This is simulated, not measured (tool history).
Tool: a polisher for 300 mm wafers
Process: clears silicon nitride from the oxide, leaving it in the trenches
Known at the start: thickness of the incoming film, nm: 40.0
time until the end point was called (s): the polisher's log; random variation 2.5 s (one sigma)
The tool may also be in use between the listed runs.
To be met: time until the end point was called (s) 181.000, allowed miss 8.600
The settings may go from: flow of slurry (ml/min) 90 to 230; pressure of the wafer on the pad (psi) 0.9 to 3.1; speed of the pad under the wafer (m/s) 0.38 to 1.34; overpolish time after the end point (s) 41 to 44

run  hour  flow of slurry (ml/min)  pressure of the wafer on the pad (psi)  speed of the pad under the wafer (m/s)  overpolish time after the end point (s)  time until the end point was called (s)
  1   0.0                      150                                     2.0                                    0.86                                       41                                   93.075
  2   5.3                      150                                     1.7                                    0.84                                       41                                  108.220
  3  11.0                      150                                     1.7                                    0.84                                       41                                  108.140
  4  15.7                      150                                     1.7                                    0.84                                       44                                  108.830
  5  20.2                      170                                     1.7                                    0.84                                       44                                  103.620
  6  24.2                      170                                     1.4                                    0.84                                       44                                  123.900
  7  28.2                      165                                     1.3                                    0.82                                       44                                  136.930
  8  30.1                      160                                     1.2                                    0.82                                       44                                  143.610
  9  35.8                      155                                     0.9                                    0.74                                       44                                  195.960
 10  41.5                      160                                     0.9                                    0.74                                       44                                  196.780
 11  47.1                      165                                     0.9                                    0.74                                       44                                  192.550

5 next moves are on the table. One of them brings every result within its allowed miss. Which?
  A  52.7                      115                                     0.9                                    0.76                                       44                                        ?
  B  52.7                      160                                     0.9                                    0.80                                       43                                        ?
  C  52.7                      130                                     1.3                                    0.54                                       44                                        ?
  D  52.7                      175                                     0.9                                    0.70                                       44                                        ?
  E  52.7                      170                                     0.9                                    0.70                                       44                                        ?

move  time until the end point was called (s)
   A                                  199.860
   B                                  183.480
   C                                  196.550
   D                                  202.680
   E                                  203.370
A: further off than the last run
B: meets every target
C: further off than the last run
D: further off than the last run
E: further off than the last run
The right move is B.
